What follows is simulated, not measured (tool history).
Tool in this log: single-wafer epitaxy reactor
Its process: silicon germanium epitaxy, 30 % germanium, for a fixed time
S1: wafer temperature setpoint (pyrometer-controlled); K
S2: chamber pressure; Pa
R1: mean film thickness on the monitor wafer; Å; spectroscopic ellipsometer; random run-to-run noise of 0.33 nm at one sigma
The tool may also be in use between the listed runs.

run  hour      S1    S2      R1
  1     0  883.15  3040     791
  2   4.8  888.15  3040  864.25
  3   6.8  892.15  3066  928.79
  4    12  895.15  3093  975.57
  5  20.4  898.15  3106  1030.1
  6  21.1  892.15  3106  939.77
  7  27.8  895.15  3120  984.48
  8  33.3  898.15  3133  1042.7
  9    36  900.15  3146  1080.9
 10  44.2  901.15  3160  1101.4
 11  45.7  901.15  3160  1100.2
 12  52.8  902.15  3160  1127.4

Run 13, settings as shown, results not yet in. Your forecast:
 13  54.3  903.15  3160   ?

{"run 13": {"R1": 1141.5}}

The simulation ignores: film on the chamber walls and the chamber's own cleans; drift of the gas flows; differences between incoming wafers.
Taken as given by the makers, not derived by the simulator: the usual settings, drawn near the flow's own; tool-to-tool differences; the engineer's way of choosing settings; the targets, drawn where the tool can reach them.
